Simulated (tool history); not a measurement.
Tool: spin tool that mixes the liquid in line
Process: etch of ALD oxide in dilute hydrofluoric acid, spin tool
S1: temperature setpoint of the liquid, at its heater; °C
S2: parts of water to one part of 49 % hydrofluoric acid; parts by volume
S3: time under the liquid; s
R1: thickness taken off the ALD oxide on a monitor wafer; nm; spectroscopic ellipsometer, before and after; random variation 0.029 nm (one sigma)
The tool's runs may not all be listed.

run,day,S1,S2,S3,R1
1,0.000,24.0,65,75,16.9920
2,0.158,24.0,75,75,14.4430
3,0.454,22.0,80,75,12.4200
4,0.579,20.5,85,75,10.9380
5,0.883,19.5,85,75,10.4560
6,1.188,19.0,85,75,10.3430
7,1.362,18.5,85,75,10.0290

Forecast run 8:
8,1.708,18.0,85,75,?

R1: 9.8175 nm

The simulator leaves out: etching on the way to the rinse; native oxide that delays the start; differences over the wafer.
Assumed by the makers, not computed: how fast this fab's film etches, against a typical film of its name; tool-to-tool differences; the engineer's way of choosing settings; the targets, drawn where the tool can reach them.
